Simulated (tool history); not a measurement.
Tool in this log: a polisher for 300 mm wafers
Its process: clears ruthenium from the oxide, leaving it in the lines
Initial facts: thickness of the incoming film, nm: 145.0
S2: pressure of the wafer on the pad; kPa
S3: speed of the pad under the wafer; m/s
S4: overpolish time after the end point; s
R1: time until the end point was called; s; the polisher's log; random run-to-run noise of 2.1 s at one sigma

run 1 hour=0 | flow_of_slurry_(ml/min)=275 S2=12.4 S3=0.9 S4=9 | R1=137.58
run 2 hour=4.5 | flow_of_slurry_(ml/min)=245 S2=12.4 S3=0.9 S4=9 | R1=143.33
run 3 hour=10.5 | flow_of_slurry_(ml/min)=240 S2=11.7 S3=0.9 S4=9 | R1=146.32
run 4 hour=11.5 | flow_of_slurry_(ml/min)=240 S2=11.7 S3=1.1 S4=9 | R1=127.51
run 5 hour=20.2 | flow_of_slurry_(ml/min)=270 S2=11.7 S3=1.1 S4=9 | R1=125.75
run 6 hour=29 | flow_of_slurry_(ml/min)=270 S2=11 S3=1.1 S4=9 | R1=128.55
run 7 hour=33.7 | flow_of_slurry_(ml/min)=265 S2=10.3 S3=1.1 S4=9 | R1=135.09

Expected results for the next run?
run 8 hour=37.5 | flow_of_slurry_(ml/min)=260 S2=9.7 S3=1.1 S4=9 | R1=?

R1: 142.54 s
